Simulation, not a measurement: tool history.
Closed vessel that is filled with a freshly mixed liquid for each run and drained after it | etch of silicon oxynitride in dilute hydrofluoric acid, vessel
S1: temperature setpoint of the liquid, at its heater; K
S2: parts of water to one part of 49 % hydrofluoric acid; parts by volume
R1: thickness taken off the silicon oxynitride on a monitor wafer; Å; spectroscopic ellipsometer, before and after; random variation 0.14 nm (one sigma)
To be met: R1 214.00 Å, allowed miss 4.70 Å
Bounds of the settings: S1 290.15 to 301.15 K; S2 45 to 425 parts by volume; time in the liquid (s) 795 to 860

Run 1, hour 0.0: S1 293.15 K, S2 235 parts by volume, time in the liquid (s) 795. Result: R1 133.65 Å.
Run 2, hour 8.8: S1 290.15 K, S2 235 parts by volume, time in the liquid (s) 795. Result: R1 117.11 Å.
Run 3, hour 11.9: S1 291.65 K, S2 230 parts by volume, time in the liquid (s) 795. Result: R1 128.23 Å.
Run 4, hour 20.7: S1 290.15 K, S2 230 parts by volume, time in the liquid (s) 795. Result: R1 119.22 Å.
Run 5, hour 22.7: S1 291.65 K, S2 230 parts by volume, time in the liquid (s) 795. Result: R1 127.23 Å.
Run 6, hour 29.6: S1 292.65 K, S2 225 parts by volume, time in the liquid (s) 795. Result: R1 138.47 Å.
Run 7, hour 33.7: S1 296.65 K, S2 220 parts by volume, time in the liquid (s) 795. Result: R1 168.55 Å.
Run 8, hour 42.8: S1 300.65 K, S2 205 parts by volume, time in the liquid (s) 795. Result: R1 220.29 Å.

Which of these 4 next moves meets every target?
Run A, hour 51.9: S1 300.65 K, S2 200 parts by volume, time in the liquid (s) 795. Result: R1 ?.
Run B, hour 51.9: S1 297.65 K, S2 190 parts by volume, time in the liquid (s) 860. Result: R1 ?.
Run C, hour 51.9: S1 301.15 K, S2 215 parts by volume, time in the liquid (s) 860. Result: R1 ?.
Run D, hour 51.9: S1 300.15 K, S2 205 parts by volume, time in the liquid (s) 795. Result: R1 ?.

move      R1
   A  225.52
   B  226.98
   C  228.95
   D  214.44
A: further off than the last run
B: further off than the last run
C: further off than the last run
D: meets every target
The right move is D.
